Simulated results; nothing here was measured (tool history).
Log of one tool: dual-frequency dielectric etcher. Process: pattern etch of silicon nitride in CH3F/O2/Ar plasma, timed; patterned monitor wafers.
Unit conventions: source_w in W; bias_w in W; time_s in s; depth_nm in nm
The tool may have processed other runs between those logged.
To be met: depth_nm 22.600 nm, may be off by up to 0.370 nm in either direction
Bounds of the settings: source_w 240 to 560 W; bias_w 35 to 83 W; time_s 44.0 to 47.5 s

run 1 hour=0.0 | source_w=400 bias_w=59 time_s=47.5 | depth_nm=28.444
run 2 hour=6.1 | source_w=400 bias_w=59 time_s=44.0 | depth_nm=26.143
run 3 hour=9.6 | source_w=370 bias_w=58 time_s=44.0 | depth_nm=25.418
run 4 hour=15.9 | source_w=410 bias_w=58 time_s=44.0 | depth_nm=26.440
run 5 hour=18.5 | source_w=370 bias_w=57 time_s=44.0 | depth_nm=25.405
run 6 hour=25.8 | source_w=340 bias_w=56 time_s=44.0 | depth_nm=24.438
run 7 hour=34.8 | source_w=320 bias_w=56 time_s=44.0 | depth_nm=24.042
run 8 hour=35.6 | source_w=310 bias_w=56 time_s=44.0 | depth_nm=23.714
run 9 hour=36.6 | source_w=300 bias_w=56 time_s=44.0 | depth_nm=23.460
run 10 hour=43.0 | source_w=290 bias_w=56 time_s=44.0 | depth_nm=23.320
run 11 hour=45.9 | source_w=250 bias_w=55 time_s=44.0 | depth_nm=22.259
run 12 hour=47.5 | source_w=250 bias_w=55 time_s=44.0 | depth_nm=22.239

4 next moves are on the table. One of them brings every result within its allowed miss. Which?
run A hour=49.1 | source_w=260 bias_w=38 time_s=46.0 | depth_nm=?
run B hour=49.1 | source_w=240 bias_w=53 time_s=44.5 | depth_nm=?
run C hour=49.1 | source_w=250 bias_w=45 time_s=46.0 | depth_nm=?
run D hour=49.1 | source_w=340 bias_w=35 time_s=46.0 | depth_nm=?

move=A depth_nm=20.943
move=B depth_nm=21.772
move=C depth_nm=21.700
move=D depth_nm=22.368
A: the biggest miss grows against the last run
B: the biggest miss grows against the last run
C: the biggest miss grows against the last run
D: meets every target
The right move is D.
